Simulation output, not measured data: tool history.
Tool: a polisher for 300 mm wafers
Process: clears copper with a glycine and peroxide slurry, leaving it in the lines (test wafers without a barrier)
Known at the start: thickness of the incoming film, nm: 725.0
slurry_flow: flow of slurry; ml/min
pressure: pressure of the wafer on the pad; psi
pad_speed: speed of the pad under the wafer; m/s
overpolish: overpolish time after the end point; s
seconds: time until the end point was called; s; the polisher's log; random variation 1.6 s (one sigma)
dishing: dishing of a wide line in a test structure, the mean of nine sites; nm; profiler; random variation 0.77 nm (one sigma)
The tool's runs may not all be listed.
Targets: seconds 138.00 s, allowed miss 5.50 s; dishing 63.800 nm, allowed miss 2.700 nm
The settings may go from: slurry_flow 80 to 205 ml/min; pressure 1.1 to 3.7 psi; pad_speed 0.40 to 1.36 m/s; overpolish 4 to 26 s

run	hour	slurry_flow	pressure	pad_speed	overpolish	seconds	dishing
1	0.0	135	2.4	0.88	13	163.27	38.454
2	7.5	130	2.5	0.88	14	159.58	40.203
3	14.2	135	2.6	0.88	15	152.80	43.927
4	21.3	135	2.4	0.88	15	165.19	41.779
5	26.3	135	2.4	0.80	15	171.77	40.305
6	28.2	135	2.5	0.82	16	164.89	43.643
7	37.0	135	2.5	0.82	16	166.51	43.357
8	40.4	135	2.6	0.84	17	159.69	46.741

Which of these 4 next moves meets every target?
A	43.8	150	2.7	1.00	22	?	?
B	43.8	115	2.2	0.66	20	?	?
C	43.8	90	2.8	0.66	17	?	?
D	43.8	145	2.9	0.88	17	?	?

move	seconds	dishing
A	133.79	62.817
B	210.43	42.846
C	188.44	41.597
D	137.58	52.387
A: meets every target
B: further off than the last run
C: further off than the last run
D: nearer than the last run, and not there yet
The right move is A.

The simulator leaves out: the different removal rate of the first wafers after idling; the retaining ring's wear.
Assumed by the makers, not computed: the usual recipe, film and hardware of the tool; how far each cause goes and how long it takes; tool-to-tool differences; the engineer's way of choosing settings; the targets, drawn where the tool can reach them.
